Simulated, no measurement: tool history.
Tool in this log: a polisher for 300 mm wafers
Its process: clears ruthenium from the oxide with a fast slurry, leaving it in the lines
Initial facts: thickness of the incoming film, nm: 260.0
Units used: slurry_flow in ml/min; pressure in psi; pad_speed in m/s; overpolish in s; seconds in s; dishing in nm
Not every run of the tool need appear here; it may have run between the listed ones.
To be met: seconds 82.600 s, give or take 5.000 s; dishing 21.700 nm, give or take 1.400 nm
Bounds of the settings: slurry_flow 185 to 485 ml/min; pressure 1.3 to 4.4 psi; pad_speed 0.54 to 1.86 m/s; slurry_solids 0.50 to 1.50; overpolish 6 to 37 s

run,hour,slurry_flow,pressure,pad_speed,slurry_solids,overpolish,seconds,dishing
1,0.0,310,2.8,1.18,1.00,19,44.451,72.245
2,6.3,310,2.8,0.96,1.00,19,55.311,59.812
3,9.1,310,2.2,0.96,1.00,19,68.552,50.170
4,15.5,310,2.2,0.96,1.00,22,68.055,55.874
5,21.1,255,2.2,0.96,1.00,22,69.300,55.765
6,27.2,255,1.9,0.96,1.00,22,80.315,50.053
7,31.4,255,1.9,0.96,1.00,22,78.050,51.562
8,38.5,300,1.9,0.88,1.05,19,80.070,42.312
9,42.6,310,1.8,0.86,1.10,17,86.727,37.879
10,49.0,340,1.9,0.84,1.10,15,85.954,33.573
11,57.6,420,2.1,0.80,1.10,6,79.830,15.511
12,66.3,395,2.1,0.80,1.10,6,78.191,15.088
13,73.3,395,2.0,0.82,1.15,7,78.632,18.524
14,76.8,395,1.6,0.90,1.25,8,83.142,18.967
15,82.4,390,1.6,0.90,1.25,8,86.033,19.624

Exactly one of the 4 candidate moves below puts every result within its allowed miss. Which one?
A,88.0,415,1.4,0.88,1.20,10,?,?
B,88.0,420,1.5,0.84,1.25,8,?,?
C,88.0,405,2.0,0.78,1.20,9,?,?
D,88.0,350,1.3,1.02,1.30,11,?,?

move,seconds,dishing
A,95.800,20.425
B,93.085,16.991
C,80.398,21.812
D,86.064,24.684
A: the furthest-off result lands on target, but another misses its tolerance
B: the biggest miss grows against the last run
C: every result within its allowed miss
D: takes the biggest miss from the last run beyond its target
So the answer is move C, the one that meets all the targets.
